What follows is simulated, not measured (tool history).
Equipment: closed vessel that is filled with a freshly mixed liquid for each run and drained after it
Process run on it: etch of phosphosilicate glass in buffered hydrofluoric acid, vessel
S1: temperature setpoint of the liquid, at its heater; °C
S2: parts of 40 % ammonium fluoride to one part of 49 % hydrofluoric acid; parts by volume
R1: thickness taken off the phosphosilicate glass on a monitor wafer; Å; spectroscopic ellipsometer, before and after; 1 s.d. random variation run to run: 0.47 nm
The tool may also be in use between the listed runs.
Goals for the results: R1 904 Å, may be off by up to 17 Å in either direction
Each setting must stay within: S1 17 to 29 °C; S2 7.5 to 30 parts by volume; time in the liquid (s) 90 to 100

run 1 day=0 | S1=21 S2=21 time_in_the_liquid_(s)=90 | R1=1164.6
run 2 day=0.117 | S1=21 S2=21 time_in_the_liquid_(s)=90 | R1=1157.2
run 3 day=0.283 | S1=23.5 S2=21 time_in_the_liquid_(s)=90 | R1=1323.3
run 4 day=0.333 | S1=21.5 S2=21 time_in_the_liquid_(s)=90 | R1=1194.8
run 5 day=0.375 | S1=21.5 S2=21 time_in_the_liquid_(s)=100 | R1=1314.1
run 6 day=0.692 | S1=23.5 S2=21 time_in_the_liquid_(s)=100 | R1=1482.1
run 7 day=0.979 | S1=23.5 S2=21 time_in_the_liquid_(s)=100 | R1=1478.3
run 8 day=1.183 | S1=21.5 S2=22.5 time_in_the_liquid_(s)=100 | R1=1256.2
run 9 day=1.45 | S1=20 S2=23 time_in_the_liquid_(s)=100 | R1=1143.5
run 10 day=1.679 | S1=19 S2=23.5 time_in_the_liquid_(s)=100 | R1=1073.2
run 11 day=1.95 | S1=18.5 S2=24 time_in_the_liquid_(s)=100 | R1=1018.2
run 12 day=2.05 | S1=18.5 S2=24 time_in_the_liquid_(s)=100 | R1=1014.5
run 13 day=2.212 | S1=18 S2=24.5 time_in_the_liquid_(s)=100 | R1=974.23
run 14 day=2.508 | S1=17.5 S2=24.5 time_in_the_liquid_(s)=100 | R1=948.32

Exercise: of the 4 proposed moves below, exactly one satisfies all targets within the stated allowed misses. Which move is it?
run A day=2.804 | S1=19 S2=25.5 time_in_the_liquid_(s)=90 | R1=?
run B day=2.804 | S1=17.5 S2=22.5 time_in_the_liquid_(s)=95 | R1=?
run C day=2.804 | S1=17 S2=20.5 time_in_the_liquid_(s)=95 | R1=?
run D day=2.804 | S1=18 S2=24 time_in_the_liquid_(s)=95 | R1=?

move=A R1=907.47
move=B R1=959.1
move=C R1=994
move=D R1=943.76
A: meets every target
B: its largest miss is bigger than the last run's
C: its largest miss is bigger than the last run's
D: nearer than the last run, and not there yet
A is the move that brings every result within its allowed miss.
